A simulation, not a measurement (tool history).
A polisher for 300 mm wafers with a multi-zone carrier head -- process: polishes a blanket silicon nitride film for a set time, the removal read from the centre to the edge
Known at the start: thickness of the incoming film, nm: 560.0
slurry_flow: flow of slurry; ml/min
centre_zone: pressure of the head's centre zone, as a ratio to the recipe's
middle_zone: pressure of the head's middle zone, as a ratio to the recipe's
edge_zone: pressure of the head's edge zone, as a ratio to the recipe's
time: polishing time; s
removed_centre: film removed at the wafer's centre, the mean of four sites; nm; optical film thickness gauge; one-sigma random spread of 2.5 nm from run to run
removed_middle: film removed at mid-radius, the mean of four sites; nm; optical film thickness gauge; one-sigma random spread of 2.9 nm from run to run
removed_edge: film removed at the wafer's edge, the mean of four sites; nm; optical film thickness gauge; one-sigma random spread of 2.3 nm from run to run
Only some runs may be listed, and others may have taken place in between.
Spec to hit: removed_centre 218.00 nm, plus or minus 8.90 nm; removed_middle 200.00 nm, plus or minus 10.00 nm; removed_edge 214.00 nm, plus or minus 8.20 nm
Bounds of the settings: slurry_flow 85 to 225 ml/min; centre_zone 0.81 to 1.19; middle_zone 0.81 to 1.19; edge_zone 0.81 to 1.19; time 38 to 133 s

run 1 day=0.000 | slurry_flow=145 centre_zone=1.00 middle_zone=1.00 edge_zone=1.00 time=85 | removed_centre=146.28 removed_middle=144.34 removed_edge=148.52
run 2 day=0.254 | slurry_flow=150 centre_zone=1.01 middle_zone=1.00 edge_zone=1.01 time=87 | removed_centre=149.91 removed_middle=154.48 removed_edge=154.24
run 3 day=0.496 | slurry_flow=150 centre_zone=0.93 middle_zone=1.00 edge_zone=1.01 time=87 | removed_centre=138.71 removed_middle=147.69 removed_edge=153.41
run 4 day=0.829 | slurry_flow=150 centre_zone=0.93 middle_zone=1.00 edge_zone=0.95 time=87 | removed_centre=139.47 removed_middle=146.73 removed_edge=148.10
run 5 day=0.879 | slurry_flow=140 centre_zone=0.93 middle_zone=1.00 edge_zone=0.95 time=87 | removed_centre=134.88 removed_middle=148.50 removed_edge=146.85
-- day=0.925 worn pad replaced by a new one
run 6 day=0.925 | slurry_flow=145 centre_zone=0.94 middle_zone=1.00 edge_zone=0.96 time=89 | removed_centre=152.69 removed_middle=165.78 removed_edge=163.86
run 7 day=1.158 | slurry_flow=145 centre_zone=0.95 middle_zone=0.99 edge_zone=0.96 time=90 | removed_centre=155.89 removed_middle=168.57 removed_edge=167.56
run 8 day=1.200 | slurry_flow=145 centre_zone=0.95 middle_zone=0.99 edge_zone=0.96 time=90 | removed_centre=158.83 removed_middle=166.57 removed_edge=167.49
run 9 day=1.354 | slurry_flow=140 centre_zone=0.96 middle_zone=0.98 edge_zone=0.96 time=90 | removed_centre=158.42 removed_middle=165.43 removed_edge=167.99
run 10 day=1.500 | slurry_flow=140 centre_zone=0.97 middle_zone=0.97 edge_zone=0.95 time=90 | removed_centre=156.49 removed_middle=162.06 removed_edge=165.92

Below are 5 possible settings for the next run. Only one of them brings all results inside the allowed miss of their targets. Which is it?
run A day=1.646 | slurry_flow=200 centre_zone=1.01 middle_zone=0.89 edge_zone=0.97 time=109 | removed_centre=? removed_middle=? removed_edge=?
run B day=1.646 | slurry_flow=150 centre_zone=0.88 middle_zone=1.01 edge_zone=0.89 time=123 | removed_centre=? removed_middle=? removed_edge=?
run C day=1.646 | slurry_flow=115 centre_zone=0.99 middle_zone=0.86 edge_zone=1.07 time=124 | removed_centre=? removed_middle=? removed_edge=?
run D day=1.646 | slurry_flow=105 centre_zone=0.91 middle_zone=0.86 edge_zone=0.99 time=126 | removed_centre=? removed_middle=? removed_edge=?
run E day=1.646 | slurry_flow=170 centre_zone=1.17 middle_zone=0.97 edge_zone=0.90 time=105 | removed_centre=? removed_middle=? removed_edge=?

move=A removed_centre=220.38 removed_middle=198.31 removed_edge=209.84
move=B removed_centre=205.84 removed_middle=233.86 removed_edge=219.90
move=C removed_centre=219.95 removed_middle=199.92 removed_edge=233.54
move=D removed_centre=200.49 removed_middle=199.11 removed_edge=225.28
move=E removed_centre=239.69 removed_middle=197.82 removed_edge=191.64
A: in spec on every target
B: closer than the last run, but not yet in spec
C: gets the furthest-off result to its target, but another result is out of tolerance
D: closer than the last run, but not yet in spec
E: takes the biggest miss from the last run beyond its target
A meets every target.
